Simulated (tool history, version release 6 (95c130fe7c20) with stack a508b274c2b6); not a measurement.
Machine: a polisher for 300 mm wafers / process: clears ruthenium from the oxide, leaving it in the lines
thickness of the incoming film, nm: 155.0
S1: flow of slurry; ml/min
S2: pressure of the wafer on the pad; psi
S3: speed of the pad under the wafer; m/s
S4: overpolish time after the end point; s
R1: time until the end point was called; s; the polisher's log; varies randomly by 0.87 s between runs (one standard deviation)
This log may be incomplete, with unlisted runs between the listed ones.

{"run": 1, "day": 0.0, "S1": 185, "S2": 1.5, "S3": 1.14, "S4": 35, "R1": 198.41}
{"run": 2, "day": 0.242, "S1": 185, "S2": 1.5, "S3": 1.28, "S4": 35, "R1": 172.58}
{"run": 3, "day": 0.283, "S1": 185, "S2": 1.7, "S3": 1.28, "S4": 35, "R1": 153.64}
{"run": 4, "day": 0.625, "S1": 190, "S2": 1.8, "S3": 1.28, "S4": 35, "R1": 145.16}
{"run": 5, "day": 0.912, "S1": 190, "S2": 1.8, "S3": 1.48, "S4": 35, "R1": 126.51}
{"day": 1.154, "done": "slurry nozzle cleaned"}
{"run": 6, "day": 1.154, "S1": 230, "S2": 1.8, "S3": 1.48, "S4": 35, "R1": 112.21}
{"run": 7, "day": 1.458, "S1": 235, "S2": 1.8, "S3": 1.48, "S4": 35, "R1": 112.35}
{"run": 8, "day": 1.8, "S1": 245, "S2": 1.8, "S3": 1.48, "S4": 35, "R1": 111.57}
{"run": 9, "day": 2.05, "S1": 255, "S2": 1.8, "S3": 1.48, "S4": 35, "R1": 111.05}
{"run": 10, "day": 2.338, "S1": 260, "S2": 1.8, "S3": 1.48, "S4": 35, "R1": 110.31}

The next listed run, before its measurement:
{"run": 11, "day": 2.65, "S1": 265, "S2": 1.8, "S3": 1.48, "S4": 35, "R1": "?"}

R1: 110.19 s
